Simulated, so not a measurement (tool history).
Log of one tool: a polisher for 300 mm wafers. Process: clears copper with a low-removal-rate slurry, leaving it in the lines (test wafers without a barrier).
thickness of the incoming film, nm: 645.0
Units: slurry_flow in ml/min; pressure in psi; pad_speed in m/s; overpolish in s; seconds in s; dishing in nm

{"run": 1, "hour": 0.0, "slurry_flow": 210, "pressure": 3.9, "pad_speed": 1.22, "slurry_solids": 1.0, "overpolish": 25, "seconds": 109.8, "dishing": 91.327}
{"run": 2, "hour": 1.8, "slurry_flow": 210, "pressure": 3.9, "pad_speed": 1.22, "slurry_solids": 1.0, "overpolish": 33, "seconds": 113.69, "dishing": 106.66}
{"run": 3, "hour": 9.7, "slurry_flow": 210, "pressure": 3.9, "pad_speed": 1.22, "slurry_solids": 0.9, "overpolish": 33, "seconds": 114.11, "dishing": 108.78}
{"run": 4, "hour": 17.8, "slurry_flow": 210, "pressure": 3.9, "pad_speed": 1.08, "slurry_solids": 0.9, "overpolish": 33, "seconds": 123.62, "dishing": 101.22}
{"run": 5, "hour": 21.4, "slurry_flow": 210, "pressure": 4.5, "pad_speed": 1.08, "slurry_solids": 0.9, "overpolish": 33, "seconds": 115.65, "dishing": 113.56}
{"run": 6, "hour": 25.0, "slurry_flow": 210, "pressure": 4.7, "pad_speed": 1.1, "slurry_solids": 0.9, "overpolish": 32, "seconds": 106.26, "dishing": 112.22}
{"run": 7, "hour": 33.9, "slurry_flow": 210, "pressure": 4.8, "pad_speed": 1.1, "slurry_solids": 0.9, "overpolish": 32, "seconds": 101.73, "dishing": 114.93}
{"run": 8, "hour": 42.8, "slurry_flow": 210, "pressure": 4.9, "pad_speed": 1.1, "slurry_solids": 0.9, "overpolish": 32, "seconds": 100.81, "dishing": 117.64}
{"run": 9, "hour": 44.1, "slurry_flow": 210, "pressure": 5.0, "pad_speed": 1.1, "slurry_solids": 0.9, "overpolish": 32, "seconds": 98.799, "dishing": 119.43}

Run 10 comes next. What will it give?
{"run": 10, "hour": 46.4, "slurry_flow": 210, "pressure": 5.1, "pad_speed": 1.1, "slurry_solids": 0.9, "overpolish": 32, "seconds": "?", "dishing": "?"}

{"run 10": {"seconds": 93.701, "dishing": 118.16}}
